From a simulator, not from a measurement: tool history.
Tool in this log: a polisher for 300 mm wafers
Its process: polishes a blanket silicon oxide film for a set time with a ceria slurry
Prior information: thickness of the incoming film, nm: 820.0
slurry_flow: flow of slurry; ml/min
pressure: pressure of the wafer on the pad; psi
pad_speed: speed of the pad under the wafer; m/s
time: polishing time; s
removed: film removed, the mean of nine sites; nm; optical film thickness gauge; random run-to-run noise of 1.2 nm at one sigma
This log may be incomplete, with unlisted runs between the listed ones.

run	hour	slurry_flow	pressure	pad_speed	time	removed
1	0.0	295	3.8	1.12	35	177.440
2	3.1	295	3.8	1.12	35	177.080
3	8.5	295	3.3	1.12	35	156.930
4	9.8	295	3.3	1.12	32	140.330
5	18.2	295	3.3	1.12	32	140.600
6	20.3	295	3.3	1.12	35	156.230
7	23.4	295	3.1	1.10	35	144.890
8	29.1	295	3.1	1.10	35	145.080
9	29.8	295	3.1	1.10	35	143.060
10	33.4	295	3.0	1.10	35	138.980
11	37.7	295	2.9	1.10	35	136.310
12	44.8	295	2.8	1.10	35	129.710
13	49.8	295	2.7	1.10	35	126.840
14	58.5	295	2.6	1.10	35	123.910
15	63.3	295	1.7	1.06	35	85.571
16	72.1	295	1.9	1.06	35	89.957

The next listed run, before its measurement:
17	78.2	295	2.2	1.06	35	?

Run 17 yielded removed 104.920 nm.
